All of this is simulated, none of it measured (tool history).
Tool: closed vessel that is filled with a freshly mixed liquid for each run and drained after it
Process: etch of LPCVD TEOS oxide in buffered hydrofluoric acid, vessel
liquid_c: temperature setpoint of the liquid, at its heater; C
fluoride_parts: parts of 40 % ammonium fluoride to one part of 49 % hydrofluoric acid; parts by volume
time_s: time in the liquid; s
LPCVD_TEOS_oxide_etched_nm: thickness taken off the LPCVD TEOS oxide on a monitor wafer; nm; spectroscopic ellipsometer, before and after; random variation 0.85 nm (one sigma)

run 1 hour=0 | liquid_c=23 fluoride_parts=21 time_s=30 | LPCVD_TEOS_oxide_etched_nm=38.386
run 2 hour=4.8 | liquid_c=24.5 fluoride_parts=18.5 time_s=30 | LPCVD_TEOS_oxide_etched_nm=46.272
run 3 hour=12.1 | liquid_c=24.5 fluoride_parts=18.5 time_s=30 | LPCVD_TEOS_oxide_etched_nm=46.115
run 4 hour=16.1 | liquid_c=24.5 fluoride_parts=16.5 time_s=30 | LPCVD_TEOS_oxide_etched_nm=51.232
run 5 hour=24.5 | liquid_c=24.5 fluoride_parts=16.5 time_s=30 | LPCVD_TEOS_oxide_etched_nm=52.129
run 6 hour=32.9 | liquid_c=26 fluoride_parts=15.5 time_s=30 | LPCVD_TEOS_oxide_etched_nm=60.317
run 7 hour=36.4 | liquid_c=27 fluoride_parts=15 time_s=30 | LPCVD_TEOS_oxide_etched_nm=65.598
run 8 hour=43.7 | liquid_c=28 fluoride_parts=14.5 time_s=30 | LPCVD_TEOS_oxide_etched_nm=71.201
run 9 hour=45.8 | liquid_c=28.5 fluoride_parts=14 time_s=30 | LPCVD_TEOS_oxide_etched_nm=75.109
run 10 hour=49.3 | liquid_c=29 fluoride_parts=13.5 time_s=30 | LPCVD_TEOS_oxide_etched_nm=80.573
run 11 hour=50.7 | liquid_c=29.5 fluoride_parts=13.5 time_s=30 | LPCVD_TEOS_oxide_etched_nm=82.576

The next listed run, before its measurement:
run 12 hour=51.9 | liquid_c=31 fluoride_parts=11.5 time_s=30 | LPCVD_TEOS_oxide_etched_nm=?

{"run 12": {"LPCVD_TEOS_oxide_etched_nm": 105.67}}

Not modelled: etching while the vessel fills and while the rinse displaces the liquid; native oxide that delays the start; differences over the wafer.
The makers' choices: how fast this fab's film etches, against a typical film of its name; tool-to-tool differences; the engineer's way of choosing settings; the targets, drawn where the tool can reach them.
